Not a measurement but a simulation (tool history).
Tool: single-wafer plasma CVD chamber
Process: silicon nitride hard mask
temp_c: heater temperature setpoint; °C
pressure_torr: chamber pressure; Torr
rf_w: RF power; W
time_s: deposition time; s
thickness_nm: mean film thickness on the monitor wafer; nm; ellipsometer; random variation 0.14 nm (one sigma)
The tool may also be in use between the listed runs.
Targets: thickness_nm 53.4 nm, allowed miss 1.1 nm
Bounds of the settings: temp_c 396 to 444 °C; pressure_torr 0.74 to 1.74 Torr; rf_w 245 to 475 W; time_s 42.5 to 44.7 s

{"run": 1, "day": 0.0, "temp_c": 420, "pressure_torr": 1.24, "rf_w": 360, "time_s": 44.7, "thickness_nm": 47.195}
{"run": 2, "day": 0.162, "temp_c": 420, "pressure_torr": 1.24, "rf_w": 310, "time_s": 44.7, "thickness_nm": 41.429}
{"run": 3, "day": 0.379, "temp_c": 426, "pressure_torr": 1.24, "rf_w": 310, "time_s": 44.7, "thickness_nm": 41.31}
{"run": 4, "day": 0.733, "temp_c": 426, "pressure_torr": 1.3, "rf_w": 320, "time_s": 44.7, "thickness_nm": 42.978}
{"run": 5, "day": 0.825, "temp_c": 426, "pressure_torr": 1.3, "rf_w": 320, "time_s": 44.7, "thickness_nm": 43.162}
{"day": 1.046, "done": "thermocouple changed; heater temperature recalibrated"}
{"run": 6, "day": 1.046, "temp_c": 426, "pressure_torr": 1.35, "rf_w": 325, "time_s": 44.7, "thickness_nm": 44.42}
{"run": 7, "day": 1.146, "temp_c": 426, "pressure_torr": 1.4, "rf_w": 330, "time_s": 44.7, "thickness_nm": 45.807}
{"run": 8, "day": 1.512, "temp_c": 426, "pressure_torr": 1.44, "rf_w": 335, "time_s": 44.7, "thickness_nm": 46.903}
{"run": 9, "day": 1.629, "temp_c": 426, "pressure_torr": 1.48, "rf_w": 335, "time_s": 44.7, "thickness_nm": 47.399}
{"run": 10, "day": 1.829, "temp_c": 426, "pressure_torr": 1.73, "rf_w": 375, "time_s": 44.7, "thickness_nm": 54.592}
{"run": 11, "day": 1.892, "temp_c": 426, "pressure_torr": 1.72, "rf_w": 375, "time_s": 44.7, "thickness_nm": 54.732}
{"run": 12, "day": 2.188, "temp_c": 426, "pressure_torr": 1.71, "rf_w": 375, "time_s": 44.7, "thickness_nm": 54.608}
{"run": 13, "day": 2.317, "temp_c": 426, "pressure_torr": 1.7, "rf_w": 375, "time_s": 44.7, "thickness_nm": 54.705}
{"run": 14, "day": 2.583, "temp_c": 426, "pressure_torr": 1.69, "rf_w": 375, "time_s": 44.7, "thickness_nm": 54.514}

5 next moves are on the table. One of them brings every result within its allowed miss. Which?
{"run": "A", "day": 2.85, "temp_c": 432, "pressure_torr": 1.74, "rf_w": 365, "time_s": 44.7, "thickness_nm": "?"}
{"run": "B", "day": 2.85, "temp_c": 410, "pressure_torr": 1.65, "rf_w": 405, "time_s": 43.2, "thickness_nm": "?"}
{"run": "C", "day": 2.85, "temp_c": 425, "pressure_torr": 1.66, "rf_w": 390, "time_s": 44.7, "thickness_nm": "?"}
{"run": "D", "day": 2.85, "temp_c": 425, "pressure_torr": 1.63, "rf_w": 385, "time_s": 44.7, "thickness_nm": "?"}
{"run": "E", "day": 2.85, "temp_c": 431, "pressure_torr": 1.66, "rf_w": 410, "time_s": 43.1, "thickness_nm": "?"}

move=A thickness_nm=53.546
move=B thickness_nm=55.887
move=C thickness_nm=55.87
move=D thickness_nm=54.99
move=E thickness_nm=55.789
A: meets every target
B: further off than the last run
C: further off than the last run
D: further off than the last run
E: further off than the last run
Answer: A
